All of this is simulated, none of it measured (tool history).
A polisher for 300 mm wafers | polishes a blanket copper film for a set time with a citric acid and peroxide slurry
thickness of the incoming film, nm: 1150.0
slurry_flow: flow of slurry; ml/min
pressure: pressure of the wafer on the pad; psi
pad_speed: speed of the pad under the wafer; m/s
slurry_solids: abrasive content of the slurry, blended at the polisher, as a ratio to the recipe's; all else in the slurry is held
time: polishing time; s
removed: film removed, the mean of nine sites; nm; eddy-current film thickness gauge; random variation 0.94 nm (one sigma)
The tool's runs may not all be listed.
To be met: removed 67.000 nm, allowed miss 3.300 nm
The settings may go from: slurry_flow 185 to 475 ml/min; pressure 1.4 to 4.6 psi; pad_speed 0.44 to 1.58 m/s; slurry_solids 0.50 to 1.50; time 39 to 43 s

run	hour	slurry_flow	pressure	pad_speed	slurry_solids	time	removed
1	0.0	305	3.0	1.00	1.00	43	85.449
2	1.7	305	2.8	1.00	1.00	43	80.006
3	9.6	305	2.8	1.00	1.00	39	73.289
4	15.5	305	3.3	1.00	1.00	39	82.378
5	16.9	305	3.1	0.98	1.00	39	80.158
6	25.8	305	3.1	1.20	1.00	39	95.123
7	30.2	305	2.8	1.18	1.00	39	86.769
8	37.6	305	2.6	1.16	1.00	39	78.854
9	44.0	305	2.5	1.16	1.00	39	77.951
10	45.3	305	2.4	1.16	1.00	39	76.051

Which of these 5 next moves meets every target?
A	46.6	360	2.1	0.94	1.15	39	?
B	46.6	270	1.6	1.42	1.25	43	?
C	46.6	385	2.2	0.90	1.20	39	?
D	46.6	305	2.9	0.94	0.85	39	?
E	46.6	290	2.3	1.00	0.90	39	?

move	removed
A	60.135
B	80.874
C	60.634
D	69.131
E	62.567
A: takes the result that was furthest off past its target
B: further off than the last run
C: takes the result that was furthest off past its target
D: meets every target
E: takes the result that was furthest off past its target
The right move is D.
